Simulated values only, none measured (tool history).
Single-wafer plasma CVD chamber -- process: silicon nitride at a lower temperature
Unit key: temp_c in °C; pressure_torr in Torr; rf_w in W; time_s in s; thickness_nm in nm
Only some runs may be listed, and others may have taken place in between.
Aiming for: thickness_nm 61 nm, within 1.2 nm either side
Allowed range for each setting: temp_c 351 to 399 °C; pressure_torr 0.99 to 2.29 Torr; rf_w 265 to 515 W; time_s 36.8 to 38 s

run	hour	temp_c	pressure_torr	rf_w	time_s	thickness_nm
1	0	375	1.64	390	36.8	52.393
2	5.6	368	1.64	390	36.8	52.75
3	14.1	368	1.4	390	36.8	50.079
4	18.5	376	1.4	390	36.8	50.033
5	27.4	380	1.4	390	36.8	49.499
6	35.9	386	1.4	390	36.8	49.581
7	43.1	386	1.55	400	36.8	52.113
8	44.9	386	1.67	405	36.8	53.768
9	46.5	386	1.77	410	36.8	55.193
10	51.4	386	1.85	415	36.8	56.3
11	53.8	386	1.92	420	36.8	57.512
12	58.9	386	1.97	420	36.8	57.206
13	67.5	386	2.01	425	36.8	58.618
14	71.2	386	2.04	425	36.8	58.777
15	72.7	386	2.07	425	36.8	58.969
16	81	386	2.1	425	36.8	59.477
17	88.6	386	2.12	425	36.8	59.566

Exercise: of the 4 proposed moves below, exactly one satisfies all targets within the stated allowed misses. Which move is it?
A	96.2	392	2.28	435	37.8	?
B	96.2	388	2.17	460	37.5	?
C	96.2	381	2.29	450	36.8	?
D	96.2	385	2.15	420	37.5	?

move	thickness_nm
A	63.328
B	64.357
C	63.394
D	60.614
A: takes the biggest miss from the last run beyond its target
B: takes the biggest miss from the last run beyond its target
C: takes the biggest miss from the last run beyond its target
D: hits every target within its allowed miss
Move D is the one to make.
